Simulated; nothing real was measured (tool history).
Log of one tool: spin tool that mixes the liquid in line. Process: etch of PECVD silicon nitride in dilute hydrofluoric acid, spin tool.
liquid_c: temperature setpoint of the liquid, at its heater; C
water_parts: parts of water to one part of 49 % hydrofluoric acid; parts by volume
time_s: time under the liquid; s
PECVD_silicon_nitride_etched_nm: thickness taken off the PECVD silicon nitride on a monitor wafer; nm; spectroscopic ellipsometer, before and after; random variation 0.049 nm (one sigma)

run,hour,liquid_c,water_parts,time_s,PECVD_silicon_nitride_etched_nm
1,0.0,25.0,45,80,8.2638
2,7.3,24.0,45,80,7.7001
3,11.3,24.0,40,80,8.6377
4,16.7,23.0,40,80,8.0181
5,19.0,22.5,40,80,7.8076
6,23.4,22.5,30,80,10.2960
7,27.0,21.5,30,80,9.8022
8,30.2,20.5,30,80,8.9857
9,37.8,20.0,30,80,8.6917
10,45.9,19.5,30,80,8.4499

What does the tool deliver on the next run?
11,51.7,19.0,30,80,?

{"run 11": {"PECVD_silicon_nitride_etched_nm": 8.1313}}

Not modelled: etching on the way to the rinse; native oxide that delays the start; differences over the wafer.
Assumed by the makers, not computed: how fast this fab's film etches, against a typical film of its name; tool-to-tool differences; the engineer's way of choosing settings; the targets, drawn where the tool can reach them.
